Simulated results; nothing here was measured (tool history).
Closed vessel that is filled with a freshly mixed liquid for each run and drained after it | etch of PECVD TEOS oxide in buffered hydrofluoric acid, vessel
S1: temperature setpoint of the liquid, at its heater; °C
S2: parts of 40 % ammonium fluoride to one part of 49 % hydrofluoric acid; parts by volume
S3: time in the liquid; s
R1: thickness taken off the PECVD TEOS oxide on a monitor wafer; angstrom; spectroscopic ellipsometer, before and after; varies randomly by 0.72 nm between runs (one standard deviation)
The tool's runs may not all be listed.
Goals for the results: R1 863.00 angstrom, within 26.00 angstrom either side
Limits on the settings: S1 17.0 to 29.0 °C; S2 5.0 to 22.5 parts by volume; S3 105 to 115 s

Run 1, hour 0.0: S1 21.0 °C, S2 13.5 parts by volume, S3 105 s. Result: R1 1402.20 angstrom.
Run 2, hour 4.9: S1 21.0 °C, S2 13.5 parts by volume, S3 115 s. Result: R1 1552.60 angstrom.
Run 3, hour 7.7: S1 20.5 °C, S2 14.0 parts by volume, S3 115 s. Result: R1 1405.90 angstrom.
Run 4, hour 14.8: S1 20.0 °C, S2 14.5 parts by volume, S3 115 s. Result: R1 1345.70 angstrom.
Run 5, hour 20.6: S1 20.0 °C, S2 14.5 parts by volume, S3 115 s. Result: R1 1346.60 angstrom.
Run 6, hour 27.0: S1 20.0 °C, S2 12.0 parts by volume, S3 115 s. Result: R1 1609.60 angstrom.
Run 7, hour 33.8: S1 17.0 °C, S2 16.5 parts by volume, S3 115 s. Result: R1 1001.90 angstrom.
Run 8, hour 38.2: S1 17.0 °C, S2 17.5 parts by volume, S3 115 s. Result: R1 948.99 angstrom.
Run 9, hour 43.1: S1 17.0 °C, S2 18.5 parts by volume, S3 115 s. Result: R1 899.84 angstrom.

Which one of the following 5 next-run settings gets every result inside its allowed miss? There is exactly one.
Run A, hour 48.0: S1 17.5 °C, S2 19.5 parts by volume, S3 115 s. Result: R1 ?.
Run B, hour 48.0: S1 18.5 °C, S2 18.0 parts by volume, S3 110 s. Result: R1 ?.
Run C, hour 48.0: S1 18.0 °C, S2 17.0 parts by volume, S3 105 s. Result: R1 ?.
Run D, hour 48.0: S1 18.5 °C, S2 18.5 parts by volume, S3 115 s. Result: R1 ?.
Run E, hour 48.0: S1 17.5 °C, S2 18.5 parts by volume, S3 115 s. Result: R1 ?.

move      R1
   A  869.05
   B  952.36
   C  934.92
   D  969.06
   E  915.49
A: meets every target
B: moves away from the targets compared with the last run
C: moves away from the targets compared with the last run
D: moves away from the targets compared with the last run
E: moves away from the targets compared with the last run
So the answer is move A, the one that meets all the targets.
